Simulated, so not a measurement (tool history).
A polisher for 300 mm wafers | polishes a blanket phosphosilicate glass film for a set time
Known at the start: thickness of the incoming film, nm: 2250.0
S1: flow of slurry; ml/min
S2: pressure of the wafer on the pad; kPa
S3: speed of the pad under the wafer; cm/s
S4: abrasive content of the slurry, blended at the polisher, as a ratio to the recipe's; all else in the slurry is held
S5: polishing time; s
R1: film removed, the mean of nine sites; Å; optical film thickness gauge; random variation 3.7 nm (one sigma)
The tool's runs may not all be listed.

run	hour	S1	S2	S3	S4	S5	R1
1	0	235	15.2	124	1	26	1701
2	6.9	235	15.2	124	1	26	1667.1
3	8.3	235	15.2	124	0.85	26	1547.2
4	15.7	235	16.5	124	0.85	26	1664.4
5	20.5	290	16.5	124	0.85	26	1726.7
6	22.3	290	17.2	124	0.85	26	1747.6
7	26.1	290	17.9	126	0.85	26	1881.6
8	30.5	290	18.6	126	0.85	26	1965.4

The next listed run, before its measurement:
9	37.3	290	19.3	126	0.85	26	?

Run 9 gave R1 1979.6 Å.
